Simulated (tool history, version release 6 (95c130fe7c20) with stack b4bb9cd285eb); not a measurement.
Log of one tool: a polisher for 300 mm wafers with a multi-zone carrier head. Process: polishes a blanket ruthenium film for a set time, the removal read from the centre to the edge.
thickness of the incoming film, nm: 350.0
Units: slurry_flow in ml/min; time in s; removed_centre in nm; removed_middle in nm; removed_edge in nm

run	hour	slurry_flow	centre_zone	middle_zone	edge_zone	time	removed_centre	removed_middle	removed_edge
1	0	275	1	1	1	82	126.17	122.67	124.72
2	0.8	250	1	1	1	82	126.16	120.52	124.72
3	4.6	250	1	1	0.93	82	127.11	123.3	119.69
4	6.7	245	0.95	1	0.91	81	117.67	120.35	118.38
# hour 12.7: worn pad replaced by a new one
5	12.7	245	0.95	1.09	0.91	81	130.94	143.19	130.28
6	21.1	245	0.95	1.09	0.91	100	161.95	174.14	162.06
7	27	285	0.92	1.06	0.88	92	145.96	159.77	145.41

Forecast run 8:
8	32.4	285	0.92	1.06	0.88	92	?	?	?

Run 8 gave removed_centre 145.86 nm, removed_middle 160.9 nm, removed_edge 145.64 nm.

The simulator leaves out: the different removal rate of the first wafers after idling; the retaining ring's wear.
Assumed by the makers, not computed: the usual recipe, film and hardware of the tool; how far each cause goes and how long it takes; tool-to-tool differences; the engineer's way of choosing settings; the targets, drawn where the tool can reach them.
